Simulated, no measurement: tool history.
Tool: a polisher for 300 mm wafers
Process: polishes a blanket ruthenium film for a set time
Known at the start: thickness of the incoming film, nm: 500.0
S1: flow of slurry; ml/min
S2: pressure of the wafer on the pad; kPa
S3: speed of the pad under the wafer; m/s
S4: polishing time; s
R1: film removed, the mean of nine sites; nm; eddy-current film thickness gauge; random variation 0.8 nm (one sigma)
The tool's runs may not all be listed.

run  hour   S1    S2    S3  S4      R1
  1     0  205    11   0.9  84  71.799
  2   0.8  205   8.3   0.9  84  54.952
  3     4  205   8.3  0.74  84  45.605
  4     9  205    11  0.74  84   59.59
  5  15.6  205    11  0.74  89  64.441
  6    23  210  12.4  0.74  89  69.707
  7  24.1  210  13.1  0.74  89  75.131

The next listed run, before its measurement:
     25.6  -- head pressure recalibrated
  8  25.6  210  13.8  0.74  89   ?

Run 8 gave R1 74.425 nm.

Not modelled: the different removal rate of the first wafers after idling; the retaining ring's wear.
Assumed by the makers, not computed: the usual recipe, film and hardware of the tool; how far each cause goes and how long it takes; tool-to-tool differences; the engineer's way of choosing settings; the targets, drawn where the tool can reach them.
